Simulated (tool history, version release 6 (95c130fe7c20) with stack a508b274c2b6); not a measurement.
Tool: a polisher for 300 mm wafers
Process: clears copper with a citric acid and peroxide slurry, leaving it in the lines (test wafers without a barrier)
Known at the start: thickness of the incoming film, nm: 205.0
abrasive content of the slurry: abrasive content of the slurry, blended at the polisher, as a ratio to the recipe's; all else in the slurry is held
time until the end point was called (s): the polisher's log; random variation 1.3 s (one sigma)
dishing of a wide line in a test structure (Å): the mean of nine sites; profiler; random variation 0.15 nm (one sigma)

run,hour,flow of slurry (ml/min),pressure of the wafer on the pad (kPa),speed of the pad under the wafer (m/s),abrasive content of the slurry,overpolish time after the end point (s),time until the end point was called (s),dishing of a wide line in a test structure (Å)
1,0.0,135,16.5,1.10,1.0,10,119.340,118.39
2,2.5,130,15.9,1.10,1.0,10,125.780,112.38
3,10.9,125,15.2,1.10,1.0,10,132.800,109.01
4,12.9,125,18.6,1.10,1.0,10,111.210,129.89
5,17.6,120,17.9,1.10,1.0,10,115.510,127.13
6,23.8,120,17.9,1.36,1.0,10,96.977,149.53
7,29.1,95,13.8,1.34,1.0,12,132.270,130.52

The next listed run, before its measurement:
8,34.4,95,13.8,1.34,1.0,12,?,?

Run 8 gave time until the end point was called (s) 131.390, dishing of a wide line in a test structure (Å) 128.00.
